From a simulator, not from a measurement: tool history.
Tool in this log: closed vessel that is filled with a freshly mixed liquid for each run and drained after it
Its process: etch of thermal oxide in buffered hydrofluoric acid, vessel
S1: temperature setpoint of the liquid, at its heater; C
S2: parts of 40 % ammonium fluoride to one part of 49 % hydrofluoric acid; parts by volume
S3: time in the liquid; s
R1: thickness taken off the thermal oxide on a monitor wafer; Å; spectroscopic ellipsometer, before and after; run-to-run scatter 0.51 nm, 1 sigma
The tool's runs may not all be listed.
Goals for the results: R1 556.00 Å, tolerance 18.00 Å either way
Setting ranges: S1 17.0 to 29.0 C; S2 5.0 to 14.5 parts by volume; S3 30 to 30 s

run 1 hour=0.0 | S1=21.0 S2=9.0 S3=30 | R1=330.50
run 2 hour=7.3 | S1=19.0 S2=9.0 S3=30 | R1=295.07
run 3 hour=16.2 | S1=22.0 S2=8.5 S3=30 | R1=366.21
run 4 hour=22.1 | S1=24.0 S2=8.5 S3=30 | R1=413.48
run 5 hour=27.0 | S1=21.5 S2=8.5 S3=30 | R1=360.53
run 6 hour=33.1 | S1=21.5 S2=8.5 S3=30 | R1=365.90
run 7 hour=40.7 | S1=23.5 S2=8.5 S3=30 | R1=398.62
run 8 hour=45.0 | S1=25.0 S2=8.5 S3=30 | R1=436.74
run 9 hour=54.1 | S1=26.0 S2=8.5 S3=30 | R1=452.55
run 10 hour=56.0 | S1=27.0 S2=8.5 S3=30 | R1=482.13
run 11 hour=59.6 | S1=27.5 S2=8.5 S3=30 | R1=502.28
run 12 hour=64.0 | S1=28.0 S2=8.5 S3=30 | R1=507.34
run 13 hour=64.9 | S1=28.0 S2=8.5 S3=30 | R1=513.14
run 14 hour=68.9 | S1=28.5 S2=8.5 S3=30 | R1=524.87

Next run, 4 choices. One meets every target within its allowed miss, the rest don't. Which?
run A hour=72.9 | S1=28.0 S2=8.5 S3=30 | R1=?
run B hour=72.9 | S1=26.5 S2=8.0 S3=30 | R1=?
run C hour=72.9 | S1=29.0 S2=9.0 S3=30 | R1=?
run D hour=72.9 | S1=28.5 S2=8.0 S3=30 | R1=?

move=A R1=505.02
move=B R1=497.82
move=C R1=500.45
move=D R1=553.75
A: lands further from the targets than the last run did
B: lands further from the targets than the last run did
C: lands further from the targets than the last run did
D: each result inside its tolerance
The right move is D.
